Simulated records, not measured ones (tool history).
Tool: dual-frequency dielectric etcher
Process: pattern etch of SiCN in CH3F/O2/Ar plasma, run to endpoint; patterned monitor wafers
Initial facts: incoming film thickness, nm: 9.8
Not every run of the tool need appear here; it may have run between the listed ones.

run 1 day=0.000 | source_power_(kW)=0.520 bias_power_(kW)=0.084 | endpoint_time_(s)=25.325
run 2 day=0.067 | source_power_(kW)=0.480 bias_power_(kW)=0.081 | endpoint_time_(s)=26.157
run 3 day=0.408 | source_power_(kW)=0.450 bias_power_(kW)=0.077 | endpoint_time_(s)=27.314
run 4 day=0.442 | source_power_(kW)=0.450 bias_power_(kW)=0.083 | endpoint_time_(s)=26.626
run 5 day=0.596 | source_power_(kW)=0.420 bias_power_(kW)=0.080 | endpoint_time_(s)=27.360
run 6 day=0.950 | source_power_(kW)=0.400 bias_power_(kW)=0.077 | endpoint_time_(s)=28.202
run 7 day=1.254 | source_power_(kW)=0.310 bias_power_(kW)=0.071 | endpoint_time_(s)=31.763

Expected results for the next run?
run 8 day=1.483 | source_power_(kW)=0.320 bias_power_(kW)=0.071 | endpoint_time_(s)=?

endpoint time (s): 31.323
